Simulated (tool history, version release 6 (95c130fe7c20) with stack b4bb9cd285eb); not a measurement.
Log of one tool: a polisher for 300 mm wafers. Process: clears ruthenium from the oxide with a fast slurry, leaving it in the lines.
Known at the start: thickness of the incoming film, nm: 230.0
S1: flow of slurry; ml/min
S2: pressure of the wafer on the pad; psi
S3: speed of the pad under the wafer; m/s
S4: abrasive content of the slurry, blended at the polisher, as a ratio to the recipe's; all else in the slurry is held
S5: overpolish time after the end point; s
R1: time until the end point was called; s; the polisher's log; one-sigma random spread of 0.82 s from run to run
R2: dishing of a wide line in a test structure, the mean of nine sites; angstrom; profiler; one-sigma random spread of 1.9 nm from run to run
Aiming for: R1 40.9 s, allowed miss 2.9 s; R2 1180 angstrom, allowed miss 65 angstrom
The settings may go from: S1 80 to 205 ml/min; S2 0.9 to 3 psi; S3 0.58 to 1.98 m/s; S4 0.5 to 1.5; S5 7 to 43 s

run  hour   S1   S2    S3  S4  S5      R1      R2
  1     0  135  1.9  1.28   1  22  60.358  692.42
  2   2.6  135  2.1   1.3   1  24  56.142   801.8
  3   8.5  135  2.3  1.32   1  25  52.756  878.38
  4  10.3  135  2.3  1.32   1  28  50.105  962.08
  5  12.4  135  2.4  1.34   1  28  47.777  989.99
  6    17  165  2.4  1.34   1  28  46.329  996.85
  7  20.6  165  2.5  1.34   1  29  44.295  1096.8
  8  25.7  165  2.6  1.34   1  29  43.939  1064.2

Which of these 5 next moves meets every target?
  A  30.8  145  2.2  1.48  0.85  33   ?   ?
  B  30.8  160  2.4  1.18   1.1  31   ?   ?
  C  30.8  170  2.7   1.2  1.05  40   ?   ?
  D  30.8  180  2.2  1.38  0.95  36   ?   ?
  E  30.8  115  2.6   1.6  0.95  30   ?   ?

move      R1      R2
   A  50.951  1091.3
   B  51.374  1037.6
   C  46.697  1314.3
   D  49.737  1178.2
   E  41.892  1169.7
A: misses by more than the last run did
B: misses by more than the last run did
C: takes the result that was furthest off past its target
D: the worst result of the last run now meets its target, but another is out of spec
E: meets every target
The right move is E.
